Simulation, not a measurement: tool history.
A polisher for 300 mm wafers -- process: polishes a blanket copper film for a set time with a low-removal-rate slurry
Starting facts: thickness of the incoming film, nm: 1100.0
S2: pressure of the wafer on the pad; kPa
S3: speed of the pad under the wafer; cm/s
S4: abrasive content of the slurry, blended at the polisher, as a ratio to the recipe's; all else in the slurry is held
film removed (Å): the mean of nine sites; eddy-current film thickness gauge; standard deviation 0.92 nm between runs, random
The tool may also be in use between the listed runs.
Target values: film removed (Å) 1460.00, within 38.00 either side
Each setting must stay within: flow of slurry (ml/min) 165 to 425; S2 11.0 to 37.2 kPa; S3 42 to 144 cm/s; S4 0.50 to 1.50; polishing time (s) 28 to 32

{"run": 1, "hour": 0.0, "flow of slurry (ml/min)": 275, "S2": 24.1, "S3": 92, "S4": 1.0, "polishing time (s)": 32, "film removed (Å)": 953.17}
{"run": 2, "hour": 6.6, "flow of slurry (ml/min)": 275, "S2": 24.1, "S3": 72, "S4": 1.0, "polishing time (s)": 32, "film removed (Å)": 753.31}
{"run": 3, "hour": 12.7, "flow of slurry (ml/min)": 275, "S2": 26.2, "S3": 74, "S4": 1.0, "polishing time (s)": 32, "film removed (Å)": 834.29}
{"run": 4, "hour": 15.7, "flow of slurry (ml/min)": 275, "S2": 29.6, "S3": 74, "S4": 1.0, "polishing time (s)": 32, "film removed (Å)": 936.71}
{"run": 5, "hour": 16.5, "flow of slurry (ml/min)": 275, "S2": 31.0, "S3": 76, "S4": 1.0, "polishing time (s)": 32, "film removed (Å)": 1011.0}
{"run": 6, "hour": 24.5, "flow of slurry (ml/min)": 245, "S2": 31.0, "S3": 76, "S4": 1.0, "polishing time (s)": 32, "film removed (Å)": 994.07}
{"run": 7, "hour": 26.1, "flow of slurry (ml/min)": 255, "S2": 32.4, "S3": 78, "S4": 1.0, "polishing time (s)": 32, "film removed (Å)": 1074.8}
{"run": 8, "hour": 33.9, "flow of slurry (ml/min)": 265, "S2": 33.1, "S3": 80, "S4": 1.0, "polishing time (s)": 32, "film removed (Å)": 1119.6}
{"run": 9, "hour": 36.0, "flow of slurry (ml/min)": 265, "S2": 33.8, "S3": 82, "S4": 1.0, "polishing time (s)": 32, "film removed (Å)": 1167.7}
{"run": 10, "hour": 40.3, "flow of slurry (ml/min)": 265, "S2": 34.5, "S3": 84, "S4": 1.0, "polishing time (s)": 32, "film removed (Å)": 1223.8}
{"run": 11, "hour": 42.9, "flow of slurry (ml/min)": 265, "S2": 35.2, "S3": 86, "S4": 1.0, "polishing time (s)": 32, "film removed (Å)": 1275.4}
{"run": 12, "hour": 49.9, "flow of slurry (ml/min)": 265, "S2": 35.9, "S3": 88, "S4": 1.0, "polishing time (s)": 32, "film removed (Å)": 1317.9}
{"hour": 53.2, "done": "head pressure recalibrated"}
{"run": 13, "hour": 53.2, "flow of slurry (ml/min)": 265, "S2": 35.9, "S3": 90, "S4": 1.0, "polishing time (s)": 32, "film removed (Å)": 1241.6}
{"run": 14, "hour": 60.3, "flow of slurry (ml/min)": 265, "S2": 35.9, "S3": 94, "S4": 1.0, "polishing time (s)": 32, "film removed (Å)": 1281.4}
{"run": 15, "hour": 67.7, "flow of slurry (ml/min)": 270, "S2": 35.9, "S3": 98, "S4": 1.0, "polishing time (s)": 32, "film removed (Å)": 1327.4}
{"run": 16, "hour": 74.8, "flow of slurry (ml/min)": 270, "S2": 35.9, "S3": 100, "S4": 1.0, "polishing time (s)": 32, "film removed (Å)": 1358.8}
{"run": 17, "hour": 80.2, "flow of slurry (ml/min)": 270, "S2": 36.5, "S3": 102, "S4": 1.0, "polishing time (s)": 32, "film removed (Å)": 1402.5}

Below are 5 possible settings for the next run. Only one of them brings all results inside the allowed miss of their targets. Which is it?
{"run": "A", "hour": 85.6, "flow of slurry (ml/min)": 325, "S2": 36.5, "S3": 112, "S4": 1.05, "polishing time (s)": 28, "film removed (Å)": "?"}
{"run": "B", "hour": 85.6, "flow of slurry (ml/min)": 225, "S2": 35.2, "S3": 110, "S4": 1.2, "polishing time (s)": 29, "film removed (Å)": "?"}
{"run": "C", "hour": 85.6, "flow of slurry (ml/min)": 265, "S2": 37.2, "S3": 102, "S4": 0.85, "polishing time (s)": 31, "film removed (Å)": "?"}
{"run": "D", "hour": 85.6, "flow of slurry (ml/min)": 175, "S2": 37.2, "S3": 108, "S4": 0.9, "polishing time (s)": 32, "film removed (Å)": "?"}
{"run": "E", "hour": 85.6, "flow of slurry (ml/min)": 285, "S2": 37.2, "S3": 104, "S4": 0.95, "polishing time (s)": 32, "film removed (Å)": "?"}

move=A film_removed_(Å)=1390.30
move=B film_removed_(Å)=1345.80
move=C film_removed_(Å)=1343.50
move=D film_removed_(Å)=1397.20
move=E film_removed_(Å)=1456.60
A: further off than the last run
B: further off than the last run
C: further off than the last run
D: further off than the last run
E: all results in spec
E meets every target.
